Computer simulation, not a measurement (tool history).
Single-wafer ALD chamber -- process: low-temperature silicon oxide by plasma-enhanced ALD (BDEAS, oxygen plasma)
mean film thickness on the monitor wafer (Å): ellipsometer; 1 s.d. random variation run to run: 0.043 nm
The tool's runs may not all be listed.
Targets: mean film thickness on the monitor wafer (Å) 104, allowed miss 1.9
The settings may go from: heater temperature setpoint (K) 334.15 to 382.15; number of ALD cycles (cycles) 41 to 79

run    day  heater temperature setpoint (K)  number of ALD cycles (cycles)  mean film thickness on the monitor wafer (Å)
  1      0                           358.15                             60                                        90.743
  2  0.296                           358.15                             53                                        80.819
  3  0.388                           358.15                             47                                         71.48
  4  0.546                           358.15                             51                                        77.953
  5  0.754                           365.15                             51                                          74.9
  6  1.108                           371.15                             51                                        73.092
  7  1.233                           363.15                             54                                        80.275
  8  1.258                           357.15                             57                                        86.511
  9  1.404                           352.15                             59                                        91.583
 10  1.692                           349.15                             60                                         94.65
 11  1.833                           346.15                             61                                         96.13
 12  2.154                           343.15                             66                                        106.29

Below are 5 possible settings for the next run. Only one of them brings all results inside the allowed miss of their targets. Which is it?
  A  2.475                           348.15                             68                                             ?
  B  2.475                           342.15                             68                                             ?
  C  2.475                           345.15                             65                                             ?
  D  2.475                           336.15                             66                                             ?
  E  2.475                           337.15                             65                                             ?

move  mean film thickness on the monitor wafer (Å)
   A                                        107.66
   B                                        110.09
   C                                        104.08
   D                                        109.21
   E                                        107.17
A: further off than the last run
B: further off than the last run
C: each result inside its tolerance
D: further off than the last run
E: further off than the last run
So the answer is move C, the one that meets all the targets.
